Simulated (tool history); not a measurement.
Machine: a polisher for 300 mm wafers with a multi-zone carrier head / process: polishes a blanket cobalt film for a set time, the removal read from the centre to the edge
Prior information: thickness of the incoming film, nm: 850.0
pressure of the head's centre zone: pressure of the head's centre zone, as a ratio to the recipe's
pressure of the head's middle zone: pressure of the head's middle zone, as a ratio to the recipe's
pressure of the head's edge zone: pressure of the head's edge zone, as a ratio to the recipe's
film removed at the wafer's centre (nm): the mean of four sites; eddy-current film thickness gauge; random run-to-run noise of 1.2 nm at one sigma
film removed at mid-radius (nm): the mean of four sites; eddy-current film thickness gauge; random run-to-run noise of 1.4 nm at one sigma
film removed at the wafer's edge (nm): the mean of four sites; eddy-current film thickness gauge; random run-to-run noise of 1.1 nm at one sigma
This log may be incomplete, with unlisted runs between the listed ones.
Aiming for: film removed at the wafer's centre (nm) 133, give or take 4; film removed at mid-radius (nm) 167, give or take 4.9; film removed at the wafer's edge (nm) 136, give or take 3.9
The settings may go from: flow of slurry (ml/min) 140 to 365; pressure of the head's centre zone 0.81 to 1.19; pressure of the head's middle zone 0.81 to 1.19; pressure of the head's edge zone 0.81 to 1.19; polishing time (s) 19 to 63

run	day	flow of slurry (ml/min)	pressure of the head's centre zone	pressure of the head's middle zone	pressure of the head's edge zone	polishing time (s)	film removed at the wafer's centre (nm)	film removed at mid-radius (nm)	film removed at the wafer's edge (nm)
1	0	235	1	1	1	41	143.17	142.87	132.78
2	0.321	235	1	1	0.95	41	141.47	140.77	130.55
3	0.508	280	1	1	0.95	41	144.93	143.14	132.76
4	0.85	245	1	1	0.95	41	142.67	142.59	129.64
5	0.946	290	1	1	0.95	41	145.99	143.29	135.09
6	1.304	290	1	0.96	0.95	41	146.86	139.49	132.25
7	1.533	285	0.98	1.02	0.92	41	141.17	147.36	128.29
# day 1.7: edge zone pressure recalibrated
8	1.7	290	0.96	1.05	0.95	41	137.66	151.82	138.89
9	1.946	285	0.95	1.07	0.93	41	135.88	153.66	135.61
10	2.025	285	0.94	1.09	0.92	41	135.5	156.01	134.6
11	2.146	285	0.94	1.09	0.92	41	136.7	153.43	135.88
12	2.279	285	0.92	1.12	0.9	41	133.53	158.8	133.92
13	2.538	290	0.92	1.13	0.9	41	134.71	160.19	134.41

Below are 4 possible settings for the next run. Only one of them brings all results inside the allowed miss of their targets. Which is it?
A	2.796	340	0.89	1.15	0.88	41	?	?	?
B	2.796	285	0.84	1.18	0.91	41	?	?	?
C	2.796	285	0.89	1.12	1.01	39	?	?	?
D	2.796	310	0.92	1.09	0.91	41	?	?	?

move	film removed at the wafer's centre (nm)	film removed at mid-radius (nm)	film removed at the wafer's edge (nm)
A	134.77	164.76	135.06
B	124.74	165.6	135.28
C	125.73	150.54	135.29
D	137.96	155.97	136.35
A: each result inside its tolerance
B: brings the result that was furthest off to its target, and leaves another outside
C: its largest miss is bigger than the last run's
D: its largest miss is bigger than the last run's
So the answer is move A, the one that meets all the targets.

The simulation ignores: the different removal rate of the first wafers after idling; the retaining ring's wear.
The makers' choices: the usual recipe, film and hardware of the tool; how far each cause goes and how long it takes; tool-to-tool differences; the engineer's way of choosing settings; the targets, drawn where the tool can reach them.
